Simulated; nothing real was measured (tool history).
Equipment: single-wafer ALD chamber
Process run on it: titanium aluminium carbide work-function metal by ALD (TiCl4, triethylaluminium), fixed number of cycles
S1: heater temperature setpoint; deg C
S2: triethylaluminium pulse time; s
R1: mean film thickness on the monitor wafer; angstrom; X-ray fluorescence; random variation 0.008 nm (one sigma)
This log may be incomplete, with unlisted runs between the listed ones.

run	hour	S1	S2	R1
1	0	310	9.09	20.262
2	7.6	306	9.09	19.921
3	16.3	306	7.94	19.599
4	22.2	314	7.94	20.138
5	26.7	305	6.4	18.597
6	33.5	299	5.37	16.989
7	40.8	296	5.26	16.58

Run 8, settings as shown, results not yet in. Your forecast:
8	47.7	288	4.63	?

{"run 8": {"R1": 15.273}}

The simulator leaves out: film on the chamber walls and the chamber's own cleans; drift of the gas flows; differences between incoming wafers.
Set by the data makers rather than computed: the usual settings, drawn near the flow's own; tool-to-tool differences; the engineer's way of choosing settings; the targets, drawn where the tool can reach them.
